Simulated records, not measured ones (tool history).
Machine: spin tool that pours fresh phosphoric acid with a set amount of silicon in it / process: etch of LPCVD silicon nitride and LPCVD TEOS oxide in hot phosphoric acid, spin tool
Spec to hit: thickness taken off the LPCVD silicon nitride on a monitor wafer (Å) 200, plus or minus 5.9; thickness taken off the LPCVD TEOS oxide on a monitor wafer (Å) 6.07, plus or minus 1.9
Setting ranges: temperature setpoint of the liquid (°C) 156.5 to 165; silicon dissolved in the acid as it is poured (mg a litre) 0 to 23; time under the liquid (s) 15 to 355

run	hour	temperature setpoint of the liquid (°C)	silicon dissolved in the acid as it is poured (mg a litre)	time under the liquid (s)	thickness taken off the LPCVD silicon nitride on a monitor wafer (Å)	thickness taken off the LPCVD TEOS oxide on a monitor wafer (Å)
1	0	160	10	180	123.87	3.8656
2	5	160	13.5	180	124.63	3.6607
3	6.7	160.5	14	190	134	4.0061
4	12.2	160.5	14	160	113.11	3.0446
5	12.8	160.5	8.5	160	112.91	3.4233
6	13.7	160.5	4	160	112.44	3.9063
7	17.5	161	5	170	121.65	3.975
8	25.2	163.5	7.5	250	194.45	7.0293
9	27.5	163.5	8.5	250	193.79	7.6292
10	28.5	161.5	4.5	265	192.71	6.0616

Exercise: of the 4 proposed moves below, exactly one satisfies all targets within the stated allowed misses. Which move is it?
A	29.5	165	2.5	220	?	?
B	29.5	161	3.5	260	?	?
C	29.5	159.5	3.5	260	?	?
D	29.5	160	5.5	290	?	?

move	thickness taken off the LPCVD silicon nitride on a monitor wafer (Å)	thickness taken off the LPCVD TEOS oxide on a monitor wafer (Å)
A	179.1	7.6881
B	185.39	6.6536
C	176.29	5.9545
D	199.97	6.6248
A: moves away from the targets compared with the last run
B: moves away from the targets compared with the last run
C: moves away from the targets compared with the last run
D: in spec on every target
The move that meets every target is D.
